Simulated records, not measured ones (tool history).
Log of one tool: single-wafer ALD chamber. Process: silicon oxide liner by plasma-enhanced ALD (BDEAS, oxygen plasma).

| run | hour | heater temperature setpoint (K) | number of ALD cycles (cycles) | mean film thickness on the monitor wafer (angstrom) |
|---|---|---|---|---|
| 1 | 0.0 | 593.15 | 24 | 21.892 |
| 2 | 3.8 | 592.15 | 26 | 23.921 |
| 3 | 5.1 | 592.15 | 27 | 24.863 |
| 4 | 14.0 | 592.15 | 28 | 25.553 |
| 5 | 22.8 | 597.15 | 28 | 25.640 |
| 6 | 26.8 | 597.15 | 25 | 22.688 |

The next listed run, before its measurement:
| 7 | 33.8 | 596.15 | 26 | ? |

Run 7 gave mean film thickness on the monitor wafer (angstrom) 23.724.

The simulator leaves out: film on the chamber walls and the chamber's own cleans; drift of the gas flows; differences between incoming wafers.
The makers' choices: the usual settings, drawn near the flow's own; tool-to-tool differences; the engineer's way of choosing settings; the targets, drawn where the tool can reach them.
